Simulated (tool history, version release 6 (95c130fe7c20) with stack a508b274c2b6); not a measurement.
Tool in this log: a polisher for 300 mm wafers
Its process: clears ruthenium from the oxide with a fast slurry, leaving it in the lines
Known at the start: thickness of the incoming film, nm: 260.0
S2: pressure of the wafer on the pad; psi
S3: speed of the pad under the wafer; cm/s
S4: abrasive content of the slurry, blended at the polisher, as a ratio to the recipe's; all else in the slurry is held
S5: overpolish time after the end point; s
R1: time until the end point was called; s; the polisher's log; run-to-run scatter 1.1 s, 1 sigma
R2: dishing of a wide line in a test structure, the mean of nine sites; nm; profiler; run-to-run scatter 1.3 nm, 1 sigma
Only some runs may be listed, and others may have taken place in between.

run 1 hour=0.0 | flow_of_slurry_(ml/min)=305 S2=2.9 S3=76 S4=1.0 S5=25 | R1=72.135 R2=59.509
run 2 hour=2.0 | flow_of_slurry_(ml/min)=305 S2=2.6 S3=76 S4=1.0 S5=25 | R1=78.475 R2=54.077
run 3 hour=6.7 | flow_of_slurry_(ml/min)=305 S2=2.4 S3=76 S4=1.0 S5=29 | R1=80.642 R2=58.803
run 4 hour=14.0 | flow_of_slurry_(ml/min)=305 S2=2.1 S3=74 S4=1.0 S5=32 | R1=93.085 R2=58.993
run 5 hour=14.9 | flow_of_slurry_(ml/min)=240 S2=2.1 S3=74 S4=1.0 S5=32 | R1=95.660 R2=54.317
run 6 hour=19.4 | flow_of_slurry_(ml/min)=235 S2=2.0 S3=74 S4=1.0 S5=34 | R1=98.214 R2=58.953
run 7 hour=23.2 | flow_of_slurry_(ml/min)=235 S2=1.9 S3=74 S4=1.0 S5=35 | R1=99.868 R2=58.971

For run 8, what comes out?
run 8 hour=30.6 | flow_of_slurry_(ml/min)=235 S2=1.8 S3=74 S4=1.0 S5=36 | R1=? R2=?

R1: 102.220 s
R2: 56.983 nm

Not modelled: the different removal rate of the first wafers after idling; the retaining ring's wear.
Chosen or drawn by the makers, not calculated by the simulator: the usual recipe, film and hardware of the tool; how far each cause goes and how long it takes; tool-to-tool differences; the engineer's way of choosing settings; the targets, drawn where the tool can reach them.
